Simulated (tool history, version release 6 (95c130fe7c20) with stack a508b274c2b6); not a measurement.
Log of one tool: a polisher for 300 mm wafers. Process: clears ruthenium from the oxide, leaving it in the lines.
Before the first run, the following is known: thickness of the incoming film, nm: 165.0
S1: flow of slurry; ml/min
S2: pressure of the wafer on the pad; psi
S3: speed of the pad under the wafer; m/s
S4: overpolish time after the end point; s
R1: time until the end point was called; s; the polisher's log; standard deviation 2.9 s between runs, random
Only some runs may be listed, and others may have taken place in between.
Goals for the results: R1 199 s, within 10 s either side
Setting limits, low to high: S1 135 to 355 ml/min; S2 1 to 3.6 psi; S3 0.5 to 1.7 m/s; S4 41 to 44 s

| run | day | S1 | S2 | S3 | S4 | R1 |
|---|---|---|---|---|---|---|
| 1 | 0 | 225 | 2.3 | 1.1 | 41 | 111.72 |
| 2 | 0.208 | 225 | 2 | 1.08 | 41 | 131.47 |
| 3 | 0.262 | 225 | 2.4 | 1.08 | 41 | 110 |
| 4 | 0.325 | 225 | 2.1 | 1.06 | 41 | 126.98 |
| 5 | 0.404 | 225 | 2.1 | 1.06 | 44 | 126.4 |
| 6 | 0.717 | 225 | 1.8 | 1.04 | 44 | 149.34 |
| 7 | 0.896 | 225 | 1.6 | 1.04 | 44 | 163.04 |
| 8 | 1.138 | 225 | 1.1 | 1.02 | 44 | 237.57 |

Consider the 4 candidate settings below. Which is the only one whose results all fall within their allowed miss of target?
| A | 1.379 | 240 | 1 | 0.96 | 43 | ? |
| B | 1.379 | 240 | 1.3 | 1.04 | 41 | ? |
| C | 1.379 | 215 | 1.1 | 0.84 | 44 | ? |
| D | 1.379 | 210 | 1 | 1.02 | 43 | ? |

| move | R1 |
|---|---|
| A | 263.06 |
| B | 193.61 |
| C | 268.74 |
| D | 255.82 |
A: its largest miss is bigger than the last run's
B: every result lands within tolerance
C: its largest miss is bigger than the last run's
D: its largest miss is bigger than the last run's
B is the move that brings every result within its allowed miss.
